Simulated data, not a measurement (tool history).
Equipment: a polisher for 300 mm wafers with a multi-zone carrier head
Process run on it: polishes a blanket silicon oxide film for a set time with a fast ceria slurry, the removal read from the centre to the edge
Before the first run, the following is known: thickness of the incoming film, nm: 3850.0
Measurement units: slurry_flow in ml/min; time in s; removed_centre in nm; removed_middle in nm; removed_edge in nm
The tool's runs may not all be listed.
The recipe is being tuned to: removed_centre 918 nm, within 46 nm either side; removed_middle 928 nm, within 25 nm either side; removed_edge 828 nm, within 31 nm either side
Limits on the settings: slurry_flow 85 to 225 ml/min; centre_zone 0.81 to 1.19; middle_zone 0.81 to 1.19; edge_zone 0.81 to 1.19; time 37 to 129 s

| run | hour | slurry_flow | centre_zone | middle_zone | edge_zone | time | removed_centre | removed_middle | removed_edge |
|---|---|---|---|---|---|---|---|---|---|
| 1 | 0 | 145 | 1 | 1 | 1 | 83 | 1393.1 | 1528 | 1553.3 |
| 2 | 0.6 | 160 | 1 | 1 | 1 | 83 | 1425.2 | 1586.1 | 1550.8 |
| 3 | 2.9 | 130 | 1 | 1 | 1 | 83 | 1374.7 | 1526.2 | 1533.5 |
| 4 | 10.1 | 135 | 1.01 | 1 | 0.98 | 76 | 1303.8 | 1394.4 | 1381.3 |
| 5 | 10.6 | 140 | 1.01 | 1 | 0.96 | 71 | 1230 | 1316.8 | 1303.3 |
| 6 | 19 | 140 | 1.01 | 1 | 0.96 | 61 | 1038 | 1124.7 | 1102.1 |
| 7 | 20.3 | 145 | 1.02 | 1 | 0.94 | 58 | 1014 | 1062.1 | 1052.1 |
| 8 | 20.8 | 145 | 1.03 | 1.01 | 0.92 | 56 | 1004.6 | 1045.4 | 1017.7 |
| 9 | 21.8 | 145 | 1.04 | 1.02 | 0.9 | 54 | 957.34 | 1013.4 | 962.64 |
| 10 | 30.4 | 145 | 1.04 | 1.02 | 0.9 | 54 | 953.6 | 1022.9 | 973.38 |
| 11 | 32.4 | 145 | 1.06 | 1.03 | 0.89 | 53 | 965.23 | 998.84 | 925.67 |
| 12 | 34 | 140 | 1.06 | 1.03 | 0.88 | 53 | 965.74 | 988.43 | 930.25 |
| 13 | 35.3 | 135 | 1.06 | 1.04 | 0.87 | 52 | 948.06 | 987.86 | 922.71 |
| 14 | 42.4 | 135 | 1.07 | 1.04 | 0.86 | 51 | 925.35 | 955.68 | 897.54 |
| 15 | 47.5 | 135 | 1.08 | 1.05 | 0.85 | 51 | 946.23 | 969.78 | 866.45 |
| 16 | 54.6 | 130 | 1.08 | 1.05 | 0.84 | 51 | 945.82 | 959.46 | 866.89 |
| 17 | 56.1 | 130 | 1.08 | 1.05 | 0.84 | 51 | 902.98 | 958.74 | 864.13 |
| 18 | 59.7 | 130 | 1.09 | 1.05 | 0.84 | 51 | 929.48 | 963.94 | 859.47 |

Pick the move, out of 5, that brings all results within their allowed miss; only one does.
| A | 63.3 | 95 | 1.09 | 1 | 0.81 | 58 | ? | ? | ? |
| B | 63.3 | 135 | 1.12 | 1.14 | 0.82 | 49 | ? | ? | ? |
| C | 63.3 | 110 | 1.11 | 1.04 | 0.81 | 51 | ? | ? | ? |
| D | 63.3 | 90 | 1.06 | 0.98 | 0.82 | 56 | ? | ? | ? |
| E | 63.3 | 170 | 1.01 | 0.99 | 0.87 | 54 | ? | ? | ? |

| move | removed_centre | removed_middle | removed_edge |
|---|---|---|---|
| A | 1018.3 | 1009.8 | 946.26 |
| B | 949.22 | 1014.2 | 837.36 |
| C | 940.63 | 942.75 | 847.12 |
| D | 944.42 | 948.9 | 912.38 |
| E | 978.61 | 1026.8 | 973.5 |
A: its largest miss is bigger than the last run's
B: its largest miss is bigger than the last run's
C: every result within its allowed miss
D: brings the result that was furthest off to its target, and leaves another outside
E: its largest miss is bigger than the last run's
The right move is C.
